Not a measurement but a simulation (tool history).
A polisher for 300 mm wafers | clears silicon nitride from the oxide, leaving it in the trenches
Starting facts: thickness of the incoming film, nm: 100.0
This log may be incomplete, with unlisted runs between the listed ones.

run,hour,flow of slurry (ml/min),pressure of the wafer on the pad (psi),speed of the pad under the wafer (m/s),overpolish time after the end point (s),time until the end point was called (s)
1,0.0,260,2.8,0.86,42,161.41
2,5.0,260,2.8,0.72,42,193.81
3,6.0,260,2.3,0.72,42,219.83
4,8.4,260,2.9,0.72,42,183.67
5,14.0,260,2.7,0.72,42,191.93
6,16.4,260,2.6,0.72,42,198.29
7,22.7,260,2.6,0.72,42,202.32

Run 8 is up next; what results do you expect?
8,30.9,260,2.5,0.72,42,?

{"run 8": {"time until the end point was called (s)": 203.51}}
